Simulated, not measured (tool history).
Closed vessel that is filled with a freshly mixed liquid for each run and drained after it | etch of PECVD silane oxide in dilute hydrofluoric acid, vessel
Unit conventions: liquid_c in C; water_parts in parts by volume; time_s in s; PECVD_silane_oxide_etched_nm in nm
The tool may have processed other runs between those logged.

run,day,liquid_c,water_parts,time_s,PECVD_silane_oxide_etched_nm
1,0.000,23,105,105,21.628
2,0.138,23,105,105,21.813
3,0.329,23,105,115,23.768
4,0.446,23,105,105,21.495
5,0.629,24,100,105,23.860
6,0.704,24,100,105,23.898

Run 7 is up next; what results do you expect?
7,1.050,28,85,105,?

PECVD_silane_oxide_etched_nm: 33.420 nm
